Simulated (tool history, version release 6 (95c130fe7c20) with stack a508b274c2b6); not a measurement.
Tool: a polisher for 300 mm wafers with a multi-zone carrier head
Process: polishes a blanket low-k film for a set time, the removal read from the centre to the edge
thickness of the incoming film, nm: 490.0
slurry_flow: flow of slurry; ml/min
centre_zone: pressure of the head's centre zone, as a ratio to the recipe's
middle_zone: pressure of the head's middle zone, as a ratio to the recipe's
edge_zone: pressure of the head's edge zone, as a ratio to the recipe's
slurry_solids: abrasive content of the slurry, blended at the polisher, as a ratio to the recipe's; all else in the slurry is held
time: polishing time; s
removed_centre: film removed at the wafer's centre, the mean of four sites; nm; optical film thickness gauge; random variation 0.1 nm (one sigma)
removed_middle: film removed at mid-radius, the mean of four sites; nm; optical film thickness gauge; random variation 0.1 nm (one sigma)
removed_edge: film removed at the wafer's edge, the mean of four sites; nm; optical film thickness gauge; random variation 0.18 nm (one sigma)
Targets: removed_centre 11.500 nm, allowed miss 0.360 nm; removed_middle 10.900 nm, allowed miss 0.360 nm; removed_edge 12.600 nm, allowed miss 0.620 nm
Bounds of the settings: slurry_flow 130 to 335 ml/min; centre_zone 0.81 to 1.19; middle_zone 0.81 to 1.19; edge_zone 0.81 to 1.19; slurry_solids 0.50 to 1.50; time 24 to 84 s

| run | hour | slurry_flow | centre_zone | middle_zone | edge_zone | slurry_solids | time | removed_centre | removed_middle | removed_edge |
|---|---|---|---|---|---|---|---|---|---|---|
| 1 | 0.0 | 215 | 1.00 | 1.00 | 1.00 | 1.00 | 54 | 19.106 | 19.132 | 19.419 |
| 2 | 7.8 | 215 | 1.07 | 1.00 | 1.00 | 1.00 | 54 | 20.316 | 18.899 | 20.023 |
| 3 | 13.2 | 205 | 1.03 | 0.96 | 1.00 | 0.90 | 52 | 18.110 | 16.803 | 17.708 |
| 4 | 16.7 | 205 | 1.03 | 0.96 | 1.00 | 0.75 | 52 | 17.025 | 15.597 | 16.824 |
| 5 | 25.0 | 205 | 1.03 | 0.99 | 1.00 | 0.75 | 52 | 16.808 | 16.004 | 16.961 |
| 6 | 28.1 | 165 | 1.03 | 0.99 | 1.00 | 0.75 | 52 | 16.516 | 15.888 | 16.594 |
| 7 | 28.9 | 165 | 1.00 | 0.96 | 1.01 | 0.70 | 50 | 14.831 | 14.236 | 15.357 |
| 8 | 31.3 | 165 | 0.97 | 0.93 | 1.00 | 0.65 | 50 | 14.026 | 13.636 | 14.787 |
| 9 | 34.9 | 165 | 0.96 | 0.91 | 1.00 | 0.60 | 49 | 13.316 | 12.555 | 13.816 |
| 10 | 35.6 | 160 | 0.94 | 0.89 | 1.00 | 0.60 | 49 | 12.833 | 12.601 | 14.081 |
| 11 | 38.3 | 160 | 0.94 | 0.88 | 0.99 | 0.60 | 48 | 12.733 | 12.067 | 13.952 |
| 12 | 40.8 | 160 | 0.94 | 0.88 | 0.98 | 0.60 | 47 | 12.284 | 11.634 | 13.460 |
| 13 | 49.7 | 160 | 0.94 | 0.88 | 0.96 | 0.60 | 47 | 12.391 | 11.765 | 13.151 |

5 next moves are on the table. One of them brings every result within its allowed miss. Which?
| A | 58.6 | 175 | 1.06 | 0.81 | 0.96 | 0.55 | 47 | ? | ? | ? |
| B | 58.6 | 155 | 0.87 | 0.83 | 1.02 | 0.60 | 51 | ? | ? | ? |
| C | 58.6 | 300 | 0.86 | 0.81 | 0.87 | 0.50 | 48 | ? | ? | ? |
| D | 58.6 | 130 | 0.82 | 0.91 | 1.03 | 0.55 | 52 | ? | ? | ? |
| E | 58.6 | 150 | 0.90 | 0.99 | 0.94 | 0.50 | 50 | ? | ? | ? |

| move | removed_centre | removed_middle | removed_edge |
|---|---|---|---|
| A | 13.638 | 10.731 | 12.955 |
| B | 12.417 | 12.188 | 14.876 |
| C | 11.411 | 11.043 | 12.578 |
| D | 11.302 | 12.726 | 14.512 |
| E | 11.655 | 12.788 | 12.950 |
A: further off than the last run
B: further off than the last run
C: meets every target
D: brings the result that was furthest off to its target, and leaves another outside
E: brings the result that was furthest off to its target, and leaves another outside
Answer: C
